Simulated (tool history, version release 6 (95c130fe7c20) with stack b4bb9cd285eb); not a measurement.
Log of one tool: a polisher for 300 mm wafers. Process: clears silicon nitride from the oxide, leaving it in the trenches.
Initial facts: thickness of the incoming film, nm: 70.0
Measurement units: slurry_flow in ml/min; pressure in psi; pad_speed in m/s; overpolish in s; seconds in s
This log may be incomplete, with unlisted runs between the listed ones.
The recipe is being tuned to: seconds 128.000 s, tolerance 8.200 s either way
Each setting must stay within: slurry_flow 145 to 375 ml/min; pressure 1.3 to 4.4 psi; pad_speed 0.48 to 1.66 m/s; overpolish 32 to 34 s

{"run": 1, "hour": 0.0, "slurry_flow": 240, "pressure": 2.8, "pad_speed": 1.06, "overpolish": 32, "seconds": 62.489}
{"run": 2, "hour": 5.7, "slurry_flow": 240, "pressure": 2.8, "pad_speed": 1.06, "overpolish": 32, "seconds": 62.262}
{"run": 3, "hour": 13.1, "slurry_flow": 240, "pressure": 2.8, "pad_speed": 1.06, "overpolish": 32, "seconds": 62.457}
{"run": 4, "hour": 16.8, "slurry_flow": 240, "pressure": 2.6, "pad_speed": 1.02, "overpolish": 32, "seconds": 70.314}
{"run": 5, "hour": 21.4, "slurry_flow": 240, "pressure": 2.4, "pad_speed": 1.0, "overpolish": 32, "seconds": 75.238}
{"run": 6, "hour": 24.7, "slurry_flow": 240, "pressure": 2.2, "pad_speed": 0.96, "overpolish": 32, "seconds": 79.606}
{"run": 7, "hour": 31.9, "slurry_flow": 240, "pressure": 2.2, "pad_speed": 0.96, "overpolish": 32, "seconds": 78.651}
{"run": 8, "hour": 32.5, "slurry_flow": 240, "pressure": 2.1, "pad_speed": 0.9, "overpolish": 32, "seconds": 85.527}
{"run": 9, "hour": 36.6, "slurry_flow": 235, "pressure": 1.3, "pad_speed": 0.72, "overpolish": 32, "seconds": 146.7}
{"run": 10, "hour": 38.4, "slurry_flow": 235, "pressure": 1.4, "pad_speed": 0.72, "overpolish": 32, "seconds": 138.53}

Which of these 4 next moves meets every target?
{"run": "A", "hour": 40.2, "slurry_flow": 240, "pressure": 1.5, "pad_speed": 0.74, "overpolish": 32, "seconds": "?"}
{"run": "B", "hour": 40.2, "slurry_flow": 220, "pressure": 2.7, "pad_speed": 0.58, "overpolish": 34, "seconds": "?"}
{"run": "C", "hour": 40.2, "slurry_flow": 235, "pressure": 1.9, "pad_speed": 0.74, "overpolish": 32, "seconds": "?"}
{"run": "D", "hour": 40.2, "slurry_flow": 220, "pressure": 1.9, "pad_speed": 0.78, "overpolish": 34, "seconds": "?"}

move=A seconds=128.610
move=B seconds=113.680
move=C seconds=112.360
move=D seconds=107.750
A: hits every target within its allowed miss
B: carries the result that was furthest off beyond its target, to the other side
C: carries the result that was furthest off beyond its target, to the other side
D: carries the result that was furthest off beyond its target, to the other side
Correct choice: A, which meets every target
